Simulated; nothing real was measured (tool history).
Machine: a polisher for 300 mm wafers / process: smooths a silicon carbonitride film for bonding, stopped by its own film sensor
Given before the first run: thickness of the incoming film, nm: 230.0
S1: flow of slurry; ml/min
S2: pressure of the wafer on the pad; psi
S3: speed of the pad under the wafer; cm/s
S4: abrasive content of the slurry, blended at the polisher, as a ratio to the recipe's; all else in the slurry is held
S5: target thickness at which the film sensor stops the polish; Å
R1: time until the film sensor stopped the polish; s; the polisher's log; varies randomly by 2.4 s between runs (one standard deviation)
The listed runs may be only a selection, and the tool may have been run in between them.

| run | hour | S1 | S2 | S3 | S4 | S5 | R1 |
|---|---|---|---|---|---|---|---|
| 1 | 0.0 | 205 | 2.4 | 70 | 1.0 | 2070 | 100.55 |
| 2 | 2.7 | 205 | 2.0 | 66 | 1.0 | 2070 | 124.00 |
| 3 | 8.0 | 205 | 2.0 | 66 | 0.9 | 2070 | 133.20 |
| 4 | 9.2 | 205 | 2.3 | 66 | 0.9 | 2070 | 113.08 |
| 5 | 13.5 | 205 | 1.9 | 66 | 0.9 | 2070 | 134.92 |
| 6 | 20.9 | 205 | 1.6 | 64 | 0.9 | 2070 | 162.06 |

What does the tool deliver on the next run?
| 7 | 25.3 | 205 | 1.4 | 64 | 0.9 | 2070 | ? |

R1: 185.17 s

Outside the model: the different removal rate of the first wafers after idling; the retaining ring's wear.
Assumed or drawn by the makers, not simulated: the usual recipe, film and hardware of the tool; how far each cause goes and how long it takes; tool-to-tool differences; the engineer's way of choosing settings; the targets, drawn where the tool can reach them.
